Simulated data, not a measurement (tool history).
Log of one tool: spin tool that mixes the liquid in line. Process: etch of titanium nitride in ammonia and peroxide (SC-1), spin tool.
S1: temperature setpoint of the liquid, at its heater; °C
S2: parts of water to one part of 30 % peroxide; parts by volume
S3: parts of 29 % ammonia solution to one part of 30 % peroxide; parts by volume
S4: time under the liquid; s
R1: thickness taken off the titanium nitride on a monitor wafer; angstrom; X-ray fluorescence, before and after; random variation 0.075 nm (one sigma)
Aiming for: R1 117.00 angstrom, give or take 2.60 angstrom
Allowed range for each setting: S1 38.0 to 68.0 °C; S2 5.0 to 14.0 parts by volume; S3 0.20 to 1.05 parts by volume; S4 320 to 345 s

run  hour    S1   S2    S3   S4      R1
  1   0.0  52.0  7.5  0.55  320  346.22
  2   2.3  50.0  8.0  0.55  320  288.83
  3   4.4  46.5  8.0  0.55  320  224.13
  4  12.1  40.0  8.0  0.55  320  140.01
  5  17.4  40.0  5.5  0.55  320  168.56
  6  23.6  40.0  5.5  0.55  345  180.72
  7  24.3  39.5  6.0  0.55  345  168.49
  8  26.7  39.5  6.5  0.55  345  160.47
  9  32.5  39.5  7.0  0.55  345  156.44
 10  37.8  39.5  7.5  0.55  345  151.14
 11  40.5  39.5  8.0  0.55  345  147.05
 12  41.1  39.5  8.5  0.55  345  142.19
 13  46.9  38.5  9.0  0.55  345  128.47
 14  49.4  38.0  9.5  0.55  345  120.30
 15  55.0  38.0  9.5  0.55  345  121.06

Which single option among these 5 for the next run brings every result within its allowed miss of target? Just one does.
  A  60.6  42.0  13.0  0.35  345   ?
  B  60.6  38.0   8.5  0.50  340   ?
  C  60.6  39.5  11.0  0.85  320   ?
  D  60.6  40.0  11.5  0.50  345   ?
  E  60.6  39.0   9.5  0.40  330   ?

move      R1
   A  126.32
   B  123.40
   C  124.30
   D  124.21
   E  117.23
A: misses by more than the last run did
B: misses by more than the last run did
C: misses by more than the last run did
D: misses by more than the last run did
E: in spec on every target
Go with E: it meets all targets.

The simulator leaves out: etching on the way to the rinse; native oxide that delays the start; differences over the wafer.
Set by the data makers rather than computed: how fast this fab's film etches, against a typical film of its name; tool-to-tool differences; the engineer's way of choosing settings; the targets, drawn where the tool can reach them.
